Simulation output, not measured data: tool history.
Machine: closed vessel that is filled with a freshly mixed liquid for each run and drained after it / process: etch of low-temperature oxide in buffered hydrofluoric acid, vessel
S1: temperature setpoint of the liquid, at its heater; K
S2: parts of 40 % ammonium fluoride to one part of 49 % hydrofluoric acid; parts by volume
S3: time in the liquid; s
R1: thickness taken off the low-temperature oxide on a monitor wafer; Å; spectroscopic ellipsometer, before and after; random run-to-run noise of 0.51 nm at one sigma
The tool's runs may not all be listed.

run	hour	S1	S2	S3	R1
1	0	296.15	20.5	85	791.87
2	6.6	294.65	20.5	85	741.11
3	14.6	293.65	20.5	85	704.97
4	15.1	293.65	20.5	85	704.6
5	18.5	292.65	20.5	85	671.83
6	21.4	292.15	20.5	85	642.39

Run 7 is up next; what results do you expect?
7	28.4	291.65	20.5	85	?

{"run 7": {"R1": 630.67}}
